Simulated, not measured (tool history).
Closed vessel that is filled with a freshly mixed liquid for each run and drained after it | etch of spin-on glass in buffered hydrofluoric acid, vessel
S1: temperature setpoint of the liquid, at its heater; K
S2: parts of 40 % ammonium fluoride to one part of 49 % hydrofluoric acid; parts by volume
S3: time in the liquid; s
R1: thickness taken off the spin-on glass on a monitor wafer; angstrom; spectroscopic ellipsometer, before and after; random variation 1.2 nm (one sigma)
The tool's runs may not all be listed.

run 1 hour=0.0 | S1=296.15 S2=8.0 S3=85 | R1=2179.0
run 2 hour=5.4 | S1=296.15 S2=8.0 S3=85 | R1=2190.3
run 3 hour=14.6 | S1=294.65 S2=8.5 S3=85 | R1=1877.2
run 4 hour=20.6 | S1=293.65 S2=9.0 S3=85 | R1=1674.3
run 5 hour=22.6 | S1=293.65 S2=9.0 S3=95 | R1=1913.5
run 6 hour=28.3 | S1=293.65 S2=9.0 S3=95 | R1=1850.7

Forecast run 7:
run 7 hour=36.2 | S1=292.65 S2=9.5 S3=95 | R1=?

R1: 1736.0 angstrom

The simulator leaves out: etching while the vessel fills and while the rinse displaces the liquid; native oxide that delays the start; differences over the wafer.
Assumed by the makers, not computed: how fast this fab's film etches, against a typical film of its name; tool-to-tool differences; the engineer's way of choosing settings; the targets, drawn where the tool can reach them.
